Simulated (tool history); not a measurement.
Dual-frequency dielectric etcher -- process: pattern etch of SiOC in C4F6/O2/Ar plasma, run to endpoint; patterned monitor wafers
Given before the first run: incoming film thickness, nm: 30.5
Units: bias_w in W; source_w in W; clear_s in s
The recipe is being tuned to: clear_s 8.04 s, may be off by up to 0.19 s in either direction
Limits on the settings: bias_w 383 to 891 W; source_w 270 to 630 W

run	hour	bias_w	source_w	clear_s
1	0	637	450	9.5758
2	5.6	637	480	9.3408
3	6.2	637	560	8.8775
4	7.3	662	570	8.7843
5	10.3	599	570	9.0228
6	14.7	631	580	8.8338
7	18.2	657	590	8.6461
8	23.3	677	600	8.5689
9	25.5	697	610	8.4058
10	31.8	710	610	8.4333
11	34.9	729	610	8.3045
12	41.2	738	610	8.2942
13	46.9	747	610	8.2539

Which of these 4 next moves meets every target?
A	52.6	753	560	?
B	52.6	664	630	?
C	52.6	770	630	?
D	52.6	715	590	?

move	clear_s
A	8.5235
B	8.5547
C	8.1515
D	8.5288
A: the biggest miss grows against the last run
B: the biggest miss grows against the last run
C: all results land within tolerance of their targets
D: the biggest miss grows against the last run
So the answer is move C, the one that meets all the targets.
